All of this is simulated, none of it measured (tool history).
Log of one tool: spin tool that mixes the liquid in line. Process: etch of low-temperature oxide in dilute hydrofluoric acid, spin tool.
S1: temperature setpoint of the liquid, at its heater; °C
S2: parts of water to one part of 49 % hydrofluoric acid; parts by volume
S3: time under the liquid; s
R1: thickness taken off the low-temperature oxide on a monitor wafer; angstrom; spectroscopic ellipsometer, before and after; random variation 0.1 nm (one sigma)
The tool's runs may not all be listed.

{"run": 1, "hour": 0.0, "S1": 24.0, "S2": 85, "S3": 15, "R1": 37.146}
{"run": 2, "hour": 4.8, "S1": 25.0, "S2": 80, "S3": 15, "R1": 41.273}
{"run": 3, "hour": 9.7, "S1": 25.5, "S2": 75, "S3": 15, "R1": 45.475}
{"run": 4, "hour": 12.1, "S1": 26.0, "S2": 70, "S3": 15, "R1": 50.305}
{"run": 5, "hour": 21.1, "S1": 26.0, "S2": 70, "S3": 15, "R1": 49.836}
{"run": 6, "hour": 26.6, "S1": 26.5, "S2": 65, "S3": 15, "R1": 55.125}

Run 7 has not been measured yet. What should we expect?
{"hour": 33.8, "done": "thermometer replaced"}
{"run": 7, "hour": 33.8, "S1": 27.0, "S2": 60, "S3": 15, "R1": "?"}

Run 7 came out at R1 66.183 angstrom.
